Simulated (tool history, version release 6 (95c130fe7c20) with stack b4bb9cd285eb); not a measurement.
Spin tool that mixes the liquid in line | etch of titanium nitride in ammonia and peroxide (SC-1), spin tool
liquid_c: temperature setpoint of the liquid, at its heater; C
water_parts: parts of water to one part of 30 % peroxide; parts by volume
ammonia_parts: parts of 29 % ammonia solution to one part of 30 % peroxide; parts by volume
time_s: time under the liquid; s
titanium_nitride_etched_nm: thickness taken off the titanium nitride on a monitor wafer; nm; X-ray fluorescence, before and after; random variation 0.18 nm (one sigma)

run,hour,liquid_c,water_parts,ammonia_parts,time_s,titanium_nitride_etched_nm
1,0,55,6,0.95,205,24.27
2,2.6,58.5,6,0.95,205,30.748
3,7.8,58.5,5,0.95,205,33.393
4,11.2,58.5,5,1.05,205,33.735
5,14.6,59.5,5,1.05,205,36.216
6,16.8,56.5,5,1.05,205,29.507
7,21.6,57.5,5,1.05,205,31.511
8,23,57.5,5,1.05,205,31.752
9,27.5,57.5,5,1.05,205,31.609
10,28.2,58.5,5,1.05,205,33.767

The next listed run, before its measurement:
11,32.7,59.5,5,1.05,205,?

{"run 11": {"titanium_nitride_etched_nm": 36.295}}
